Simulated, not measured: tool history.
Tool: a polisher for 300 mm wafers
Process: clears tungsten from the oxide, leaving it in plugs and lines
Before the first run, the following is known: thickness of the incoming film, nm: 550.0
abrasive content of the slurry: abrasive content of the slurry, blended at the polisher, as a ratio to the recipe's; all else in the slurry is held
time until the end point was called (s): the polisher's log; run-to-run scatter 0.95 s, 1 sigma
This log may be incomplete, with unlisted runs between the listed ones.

run    day  flow of slurry (ml/min)  pressure of the wafer on the pad (kPa)  speed of the pad under the wafer (m/s)  abrasive content of the slurry  overpolish time after the end point (s)  time until the end point was called (s)
  1  0.000                      315                                    17.2                                    1.38                             1.0                                       11                                   117.67
  2  0.188                      315                                    17.2                                    1.38                             1.0                                       11                                   119.19
  3  0.542                      315                                    17.9                                    1.38                             1.0                                       11                                   113.60
  4  0.912                      315                                    18.6                                    1.38                             1.0                                       11                                   106.62
  5  1.004                      285                                    18.6                                    1.38                             1.0                                       11                                   110.15
  6  1.288                      285                                    18.6                                    1.38                             1.0                                       11                                   110.97
  7  1.521                      305                                    19.3                                    1.38                             1.0                                       11                                   105.07

Forecast run 8:
  8  1.729                      310                                    20.0                                    1.38                             1.0                                       11                                        ?

{"run 8": {"time until the end point was called (s)": 102.9}}
